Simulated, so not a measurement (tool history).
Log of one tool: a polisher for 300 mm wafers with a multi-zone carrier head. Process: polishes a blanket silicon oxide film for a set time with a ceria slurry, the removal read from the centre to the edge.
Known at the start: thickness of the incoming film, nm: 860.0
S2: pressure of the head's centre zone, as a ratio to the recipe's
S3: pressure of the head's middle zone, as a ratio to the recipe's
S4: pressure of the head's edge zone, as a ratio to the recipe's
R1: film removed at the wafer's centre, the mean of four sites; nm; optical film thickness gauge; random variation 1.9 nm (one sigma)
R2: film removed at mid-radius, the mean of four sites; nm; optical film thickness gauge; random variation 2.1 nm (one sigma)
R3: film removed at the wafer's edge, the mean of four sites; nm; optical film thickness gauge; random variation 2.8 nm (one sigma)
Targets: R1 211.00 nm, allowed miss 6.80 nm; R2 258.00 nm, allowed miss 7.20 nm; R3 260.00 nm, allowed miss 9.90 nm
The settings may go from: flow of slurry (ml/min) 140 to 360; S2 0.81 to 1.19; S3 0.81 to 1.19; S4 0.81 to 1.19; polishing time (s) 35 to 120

run 1 hour=0.0 | flow_of_slurry_(ml/min)=230 S2=1.00 S3=1.00 S4=1.00 polishing_time_(s)=77 | R1=297.54 R2=296.18 R3=297.64
run 2 hour=2.6 | flow_of_slurry_(ml/min)=225 S2=0.98 S3=1.00 S4=1.00 polishing_time_(s)=76 | R1=281.22 R2=297.61 R3=299.35
run 3 hour=10.8 | flow_of_slurry_(ml/min)=225 S2=0.98 S3=0.94 S4=1.00 polishing_time_(s)=76 | R1=279.88 R2=281.89 R3=298.63
run 4 hour=17.2 | flow_of_slurry_(ml/min)=225 S2=0.98 S3=0.94 S4=0.97 polishing_time_(s)=76 | R1=282.61 R2=279.77 R3=298.25
-- hour=17.9 slurry nozzle cleaned
run 5 hour=17.9 | flow_of_slurry_(ml/min)=225 S2=0.98 S3=0.94 S4=0.97 polishing_time_(s)=60 | R1=231.51 R2=231.54 R3=243.04
run 6 hour=21.6 | flow_of_slurry_(ml/min)=225 S2=0.98 S3=0.94 S4=0.97 polishing_time_(s)=75 | R1=293.85 R2=288.40 R3=304.29
run 7 hour=26.2 | flow_of_slurry_(ml/min)=225 S2=0.97 S3=0.95 S4=0.99 polishing_time_(s)=74 | R1=288.48 R2=286.05 R3=299.89
run 8 hour=30.7 | flow_of_slurry_(ml/min)=215 S2=0.95 S3=0.96 S4=1.01 polishing_time_(s)=71 | R1=263.33 R2=279.90 R3=290.07
run 9 hour=31.6 | flow_of_slurry_(ml/min)=170 S2=0.85 S3=0.93 S4=0.91 polishing_time_(s)=66 | R1=208.72 R2=243.54 R3=252.91

Which of these 4 next moves meets every target?
run A hour=32.5 | flow_of_slurry_(ml/min)=140 S2=0.84 S3=0.89 S4=0.91 polishing_time_(s)=71 | R1=? R2=? R3=?
run B hour=32.5 | flow_of_slurry_(ml/min)=175 S2=0.84 S3=0.83 S4=0.92 polishing_time_(s)=67 | R1=? R2=? R3=?
run C hour=32.5 | flow_of_slurry_(ml/min)=175 S2=0.82 S3=0.86 S4=0.95 polishing_time_(s)=66 | R1=? R2=? R3=?
run D hour=32.5 | flow_of_slurry_(ml/min)=140 S2=0.84 S3=0.99 S4=0.95 polishing_time_(s)=70 | R1=? R2=? R3=?

move=A R1=213.29 R2=236.82 R3=264.63
move=B R1=212.73 R2=221.69 R3=260.25
move=C R1=204.56 R2=224.85 R3=260.13
move=D R1=210.43 R2=255.20 R3=265.83
A: further off than the last run
B: further off than the last run
C: further off than the last run
D: meets every target
Answer: D
